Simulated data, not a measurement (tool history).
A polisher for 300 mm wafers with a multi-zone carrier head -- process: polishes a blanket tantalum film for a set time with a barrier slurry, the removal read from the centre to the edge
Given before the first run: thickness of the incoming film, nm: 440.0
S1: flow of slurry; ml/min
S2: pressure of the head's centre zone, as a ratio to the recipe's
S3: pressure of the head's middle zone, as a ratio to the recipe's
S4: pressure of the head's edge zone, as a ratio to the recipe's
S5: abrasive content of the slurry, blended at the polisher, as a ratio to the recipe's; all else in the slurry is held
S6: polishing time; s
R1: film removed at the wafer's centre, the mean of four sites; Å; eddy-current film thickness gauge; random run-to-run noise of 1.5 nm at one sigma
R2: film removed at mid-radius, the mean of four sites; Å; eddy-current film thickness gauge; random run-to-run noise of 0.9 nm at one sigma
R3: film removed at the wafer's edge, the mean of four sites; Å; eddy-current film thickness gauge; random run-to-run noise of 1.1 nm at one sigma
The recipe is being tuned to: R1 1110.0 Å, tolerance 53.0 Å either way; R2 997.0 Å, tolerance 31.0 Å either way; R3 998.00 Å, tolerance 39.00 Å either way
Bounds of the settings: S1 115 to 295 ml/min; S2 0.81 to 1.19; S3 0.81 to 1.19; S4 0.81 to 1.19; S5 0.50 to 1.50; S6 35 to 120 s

Run 1, hour 0.0: S1 190 ml/min, S2 1.00, S3 1.00, S4 1.00, S5 1.00, S6 77 s. Result: R1 1308.7 Å, R2 1300.0 Å, R3 1318.10 Å.
Run 2, hour 1.2: S1 190 ml/min, S2 1.01, S3 0.99, S4 0.98, S5 0.95, S6 76 s. Result: R1 1295.2 Å, R2 1263.2 Å, R3 1266.50 Å.
Run 3, hour 3.9: S1 190 ml/min, S2 1.01, S3 0.98, S4 0.96, S5 0.90, S6 76 s. Result: R1 1262.6 Å, R2 1249.6 Å, R3 1238.50 Å.
Run 4, hour 12.2: S1 230 ml/min, S2 1.01, S3 0.98, S4 0.96, S5 0.90, S6 76 s. Result: R1 1349.2 Å, R2 1275.6 Å, R3 1289.30 Å.
Run 5, hour 17.0: S1 230 ml/min, S2 1.01, S3 0.98, S4 0.96, S5 1.05, S6 76 s. Result: R1 1360.7 Å, R2 1301.1 Å, R3 1320.80 Å.
Run 6, hour 21.8: S1 230 ml/min, S2 0.95, S3 0.98, S4 0.96, S5 1.05, S6 76 s. Result: R1 1307.5 Å, R2 1329.9 Å, R3 1348.30 Å.
Run 7, hour 30.8: S1 185 ml/min, S2 1.04, S3 0.92, S4 0.86, S5 0.80, S6 72 s. Result: R1 1226.6 Å, R2 1074.0 Å, R3 1089.80 Å.
Run 8, hour 39.7: S1 180 ml/min, S2 1.04, S3 0.92, S4 0.85, S5 0.80, S6 72 s. Result: R1 1221.4 Å, R2 1080.8 Å, R3 1080.20 Å.
Run 9, hour 45.7: S1 175 ml/min, S2 1.04, S3 0.92, S4 0.84, S5 0.80, S6 72 s. Result: R1 1212.0 Å, R2 1079.8 Å, R3 1066.20 Å.
Run 10, hour 48.9: S1 170 ml/min, S2 1.04, S3 0.91, S4 0.84, S5 0.80, S6 72 s. Result: R1 1186.7 Å, R2 1063.0 Å, R3 1078.10 Å.
Run 11, hour 55.8: S1 170 ml/min, S2 1.04, S3 0.91, S4 0.84, S5 0.80, S6 72 s. Result: R1 1212.0 Å, R2 1041.2 Å, R3 1056.10 Å.
Run 12, hour 63.8: S1 165 ml/min, S2 1.03, S3 0.91, S4 0.84, S5 0.80, S6 72 s. Result: R1 1156.1 Å, R2 1054.0 Å, R3 1060.40 Å.
Run 13, hour 70.7: S1 160 ml/min, S2 1.03, S3 0.91, S4 0.84, S5 0.80, S6 72 s. Result: R1 1169.1 Å, R2 1052.2 Å, R3 1066.70 Å.
Run 14, hour 73.4: S1 160 ml/min, S2 1.03, S3 0.91, S4 0.84, S5 0.80, S6 72 s. Result: R1 1168.0 Å, R2 1038.9 Å, R3 1070.20 Å.

Which one of the following 4 next-run settings gets every result inside its allowed miss? There is exactly one.
Run A, hour 76.1: S1 190 ml/min, S2 1.02, S3 0.91, S4 0.82, S5 0.90, S6 65 s. Result: R1 ?, R2 ?, R3 ?.
Run B, hour 76.1: S1 160 ml/min, S2 1.05, S3 0.92, S4 0.82, S5 0.75, S6 75 s. Result: R1 ?, R2 ?, R3 ?.
Run C, hour 76.1: S1 140 ml/min, S2 1.12, S3 0.92, S4 0.82, S5 0.90, S6 68 s. Result: R1 ?, R2 ?, R3 ?.
Run D, hour 76.1: S1 140 ml/min, S2 1.07, S3 0.97, S4 0.85, S5 0.75, S6 78 s. Result: R1 ?, R2 ?, R3 ?.

move      R1      R2       R3
   A  1118.6  1006.2   989.70
   B  1230.9  1088.9  1069.70
   C  1209.1  1005.4   995.27
   D  1267.4  1153.3  1108.80
A: hits every target within its allowed miss
B: lands further from the targets than the last run did
C: meets the target for the result that was furthest off, but another lies outside its allowed miss
D: lands further from the targets than the last run did
A meets every target.
